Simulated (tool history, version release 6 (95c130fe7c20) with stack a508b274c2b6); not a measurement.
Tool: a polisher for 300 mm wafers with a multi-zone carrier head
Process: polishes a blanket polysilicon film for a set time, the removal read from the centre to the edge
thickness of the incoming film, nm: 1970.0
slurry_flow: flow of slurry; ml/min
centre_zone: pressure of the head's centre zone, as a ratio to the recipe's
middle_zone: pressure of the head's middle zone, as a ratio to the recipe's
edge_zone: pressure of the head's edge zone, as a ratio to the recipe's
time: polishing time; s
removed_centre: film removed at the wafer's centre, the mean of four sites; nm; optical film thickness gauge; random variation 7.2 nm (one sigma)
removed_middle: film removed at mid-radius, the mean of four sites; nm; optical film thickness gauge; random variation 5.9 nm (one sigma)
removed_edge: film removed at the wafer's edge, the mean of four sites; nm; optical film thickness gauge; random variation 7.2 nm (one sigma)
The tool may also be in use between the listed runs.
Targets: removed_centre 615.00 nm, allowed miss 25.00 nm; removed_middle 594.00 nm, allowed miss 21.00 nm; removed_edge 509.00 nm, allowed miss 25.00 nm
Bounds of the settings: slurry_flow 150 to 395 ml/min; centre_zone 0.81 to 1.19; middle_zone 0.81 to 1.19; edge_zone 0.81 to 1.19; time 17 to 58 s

Run 1, day 0.000: slurry_flow 250 ml/min, centre_zone 1.00, middle_zone 1.00, edge_zone 1.00, time 37 s. Result: removed_centre 391.60 nm, removed_middle 388.70 nm, removed_edge 378.82 nm.
Run 2, day 0.179: slurry_flow 250 ml/min, centre_zone 1.00, middle_zone 1.00, edge_zone 1.00, time 34 s. Result: removed_centre 363.93 nm, removed_middle 364.69 nm, removed_edge 349.24 nm.
Run 3, day 0.312: slurry_flow 250 ml/min, centre_zone 1.00, middle_zone 1.00, edge_zone 1.00, time 29 s. Result: removed_centre 305.76 nm, removed_middle 303.98 nm, removed_edge 289.56 nm.
Run 4, day 0.383: slurry_flow 250 ml/min, centre_zone 1.00, middle_zone 1.00, edge_zone 0.94, time 29 s. Result: removed_centre 304.67 nm, removed_middle 305.80 nm, removed_edge 288.52 nm.
Run 5, day 0.650: slurry_flow 260 ml/min, centre_zone 1.03, middle_zone 1.03, edge_zone 0.95, time 33 s. Result: removed_centre 357.64 nm, removed_middle 360.43 nm, removed_edge 327.13 nm.
Run 6, day 0.983: slurry_flow 265 ml/min, centre_zone 1.06, middle_zone 1.05, edge_zone 0.97, time 36 s. Result: removed_centre 404.41 nm, removed_middle 393.47 nm, removed_edge 371.22 nm.
Run 7, day 1.158: slurry_flow 280 ml/min, centre_zone 1.09, middle_zone 1.08, edge_zone 0.94, time 38 s. Result: removed_centre 443.04 nm, removed_middle 427.44 nm, removed_edge 387.46 nm.
Run 8, day 1.204: slurry_flow 290 ml/min, centre_zone 1.11, middle_zone 1.11, edge_zone 0.94, time 40 s. Result: removed_centre 488.21 nm, removed_middle 461.17 nm, removed_edge 412.08 nm.
Run 9, day 1.254: slurry_flow 295 ml/min, centre_zone 1.11, middle_zone 1.13, edge_zone 0.94, time 42 s. Result: removed_centre 513.23 nm, removed_middle 501.94 nm, removed_edge 429.33 nm.
Run 10, day 1.325: slurry_flow 300 ml/min, centre_zone 1.12, middle_zone 1.14, edge_zone 0.96, time 43 s. Result: removed_centre 534.17 nm, removed_middle 519.07 nm, removed_edge 446.96 nm.
Run 11, day 1.358: slurry_flow 300 ml/min, centre_zone 1.13, middle_zone 1.15, edge_zone 0.97, time 44 s. Result: removed_centre 550.68 nm, removed_middle 521.18 nm, removed_edge 445.75 nm.
Run 12, day 1.392: slurry_flow 305 ml/min, centre_zone 1.13, middle_zone 1.14, edge_zone 0.95, time 45 s. Result: removed_centre 546.98 nm, removed_middle 533.54 nm, removed_edge 467.46 nm.
Run 13, day 1.683: slurry_flow 305 ml/min, centre_zone 1.14, middle_zone 1.15, edge_zone 0.95, time 46 s. Result: removed_centre 574.25 nm, removed_middle 558.34 nm, removed_edge 455.15 nm.
Run 14, day 1.942: slurry_flow 320 ml/min, centre_zone 1.14, middle_zone 1.16, edge_zone 0.97, time 46 s. Result: removed_centre 579.59 nm, removed_middle 567.34 nm, removed_edge 471.69 nm.
Run 15, day 2.296: slurry_flow 320 ml/min, centre_zone 1.14, middle_zone 1.15, edge_zone 0.97, time 47 s. Result: removed_centre 586.50 nm, removed_middle 564.45 nm, removed_edge 493.20 nm.

4 next moves are on the table. One of them brings every result within its allowed miss. Which?
Run A, day 2.650: slurry_flow 345 ml/min, centre_zone 1.11, middle_zone 1.02, edge_zone 1.01, time 47 s. Result: removed_centre ?, removed_middle ?, removed_edge ?.
Run B, day 2.650: slurry_flow 340 ml/min, centre_zone 1.13, middle_zone 1.14, edge_zone 0.95, time 45 s. Result: removed_centre ?, removed_middle ?, removed_edge ?.
Run C, day 2.650: slurry_flow 340 ml/min, centre_zone 1.06, middle_zone 1.10, edge_zone 0.95, time 48 s. Result: removed_centre ?, removed_middle ?, removed_edge ?.
Run D, day 2.650: slurry_flow 315 ml/min, centre_zone 1.16, middle_zone 1.17, edge_zone 0.98, time 49 s. Result: removed_centre ?, removed_middle ?, removed_edge ?.

move  removed_centre  removed_middle  removed_edge
   A          571.74          517.70        498.72
   B          557.13          544.44        462.58
   C          557.05          563.40        493.68
   D          618.88          602.53        508.66
A: further off than the last run
B: further off than the last run
C: further off than the last run
D: meets every target
Move D is the one to make.
